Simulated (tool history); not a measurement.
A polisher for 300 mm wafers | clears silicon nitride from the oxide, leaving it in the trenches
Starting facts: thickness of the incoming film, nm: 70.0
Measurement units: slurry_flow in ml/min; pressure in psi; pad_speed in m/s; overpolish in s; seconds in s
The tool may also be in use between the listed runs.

run 1 hour=0.0 | slurry_flow=245 pressure=3.1 pad_speed=0.78 overpolish=31 | seconds=113.99
run 2 hour=4.6 | slurry_flow=245 pressure=3.1 pad_speed=0.70 overpolish=31 | seconds=125.00
run 3 hour=9.9 | slurry_flow=245 pressure=2.8 pad_speed=0.70 overpolish=31 | seconds=133.50
run 4 hour=10.9 | slurry_flow=245 pressure=2.8 pad_speed=0.70 overpolish=33 | seconds=133.39
run 5 hour=13.3 | slurry_flow=245 pressure=2.8 pad_speed=0.70 overpolish=31 | seconds=129.70
run 6 hour=17.9 | slurry_flow=245 pressure=3.0 pad_speed=0.70 overpolish=31 | seconds=124.80
run 7 hour=25.8 | slurry_flow=245 pressure=3.1 pad_speed=0.70 overpolish=31 | seconds=122.69

Expected results for the next run?
run 8 hour=33.3 | slurry_flow=245 pressure=3.2 pad_speed=0.70 overpolish=31 | seconds=?

{"run 8": {"seconds": 120.61}}
